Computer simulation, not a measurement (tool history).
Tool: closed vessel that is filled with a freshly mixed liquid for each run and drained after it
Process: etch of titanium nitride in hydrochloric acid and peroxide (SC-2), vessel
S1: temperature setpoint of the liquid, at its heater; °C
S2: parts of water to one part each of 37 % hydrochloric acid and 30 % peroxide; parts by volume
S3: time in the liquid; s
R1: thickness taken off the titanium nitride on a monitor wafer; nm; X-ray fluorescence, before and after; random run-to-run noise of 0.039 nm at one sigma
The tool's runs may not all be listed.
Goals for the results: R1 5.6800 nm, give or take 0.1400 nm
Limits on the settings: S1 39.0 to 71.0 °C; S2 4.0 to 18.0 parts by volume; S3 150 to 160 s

run,hour,S1,S2,S3,R1
1,0.0,55.0,10.0,150,6.8810
2,2.5,55.0,10.0,150,6.7941
3,5.9,50.5,10.0,150,5.0797
4,11.0,51.0,10.0,150,5.2914
5,17.5,51.0,8.0,150,6.3317
# hour 25.3: new drum of peroxide connected
6,25.3,51.0,8.0,160,7.1777
7,33.1,50.5,8.0,160,6.9218
8,33.8,47.0,8.0,160,5.4885

5 next moves are on the table. One of them brings every result within its allowed miss. Which?
A,34.5,43.5,6.0,155,?
B,34.5,48.5,9.5,160,?
C,34.5,47.5,7.5,150,?
D,34.5,45.0,6.5,150,?
E,34.5,48.0,9.0,155,?

move,R1
A,5.2439
B,5.3001
C,5.6222
D,5.2980
E,5.1899
A: moves away from the targets compared with the last run
B: moves away from the targets compared with the last run
C: all results land within tolerance of their targets
D: moves away from the targets compared with the last run
E: moves away from the targets compared with the last run
C meets every target.
